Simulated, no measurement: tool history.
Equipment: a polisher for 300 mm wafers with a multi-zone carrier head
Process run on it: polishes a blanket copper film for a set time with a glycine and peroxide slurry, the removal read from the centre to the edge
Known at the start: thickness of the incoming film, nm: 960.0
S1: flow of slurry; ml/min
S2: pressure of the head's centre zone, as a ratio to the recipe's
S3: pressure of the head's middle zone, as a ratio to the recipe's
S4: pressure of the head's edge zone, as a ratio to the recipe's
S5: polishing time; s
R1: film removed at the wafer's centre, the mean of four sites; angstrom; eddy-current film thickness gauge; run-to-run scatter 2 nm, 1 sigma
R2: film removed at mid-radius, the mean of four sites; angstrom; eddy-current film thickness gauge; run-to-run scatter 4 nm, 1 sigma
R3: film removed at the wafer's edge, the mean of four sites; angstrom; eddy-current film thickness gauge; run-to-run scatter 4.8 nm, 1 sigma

run	hour	S1	S2	S3	S4	S5	R1	R2	R3
1	0	215	1	1	1	37	3016.5	3009.7	2957.2
2	8.9	215	1	1	1	42	3402.9	3441.1	3451.5
3	9.9	215	1	1	1.07	42	3439.2	3444	3518.8
4	12.8	205	0.96	0.98	1.07	42	3253.5	3319	3549.9
5	19.2	205	1.02	0.98	1.07	42	3405.2	3324.1	3563.5
6	22.7	195	0.98	0.98	1.07	42	3279.5	3335.8	3478.2
7	31.3	185	0.95	0.96	1.07	42	3154.5	3195.2	3655.2
8	37.1	185	0.94	0.97	1.07	41	3034.5	3239.7	3403

Run 9 comes next. What will it give?
9	38.5	180	0.93	0.96	1.07	41	?	?	?

For run 9 the tool returned R1 3005.9 angstrom, R2 3170.6 angstrom, R3 3435.5 angstrom.
